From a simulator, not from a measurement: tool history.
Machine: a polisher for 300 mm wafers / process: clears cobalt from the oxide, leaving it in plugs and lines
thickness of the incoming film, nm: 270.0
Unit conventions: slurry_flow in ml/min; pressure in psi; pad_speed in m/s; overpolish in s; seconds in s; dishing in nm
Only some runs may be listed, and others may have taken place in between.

Run 1, hour 0: slurry_flow 250 ml/min, pressure 1.9 psi, pad_speed 0.9 m/s, overpolish 17 s. Result: seconds 58.061 s, dishing 44.721 nm.
Run 2, hour 1.6: slurry_flow 250 ml/min, pressure 1.9 psi, pad_speed 0.9 m/s, overpolish 23 s. Result: seconds 57.372 s, dishing 52.452 nm.
Run 3, hour 7: slurry_flow 220 ml/min, pressure 1.9 psi, pad_speed 0.9 m/s, overpolish 23 s. Result: seconds 58.109 s, dishing 51.671 nm.
Run 4, hour 8: slurry_flow 220 ml/min, pressure 1.9 psi, pad_speed 1.06 m/s, overpolish 23 s. Result: seconds 50.709 s, dishing 56.007 nm.
Run 5, hour 9.2: slurry_flow 220 ml/min, pressure 1.5 psi, pad_speed 1.06 m/s, overpolish 23 s. Result: seconds 64.281 s, dishing 49.653 nm.
Run 6, hour 10.1: slurry_flow 275 ml/min, pressure 1.5 psi, pad_speed 1.06 m/s, overpolish 23 s. Result: seconds 62.47 s, dishing 50.981 nm.
Run 7, hour 12.7: slurry_flow 280 ml/min, pressure 1.7 psi, pad_speed 1.06 m/s, overpolish 21 s. Result: seconds 55.283 s, dishing 49.895 nm.

For run 8, what comes out?
Run 8, hour 13.8: slurry_flow 285 ml/min, pressure 1.8 psi, pad_speed 1.06 m/s, overpolish 20 s. Result: seconds ?, dishing ?.

Run 8 yielded seconds 51.442 s, dishing 53.213 nm.
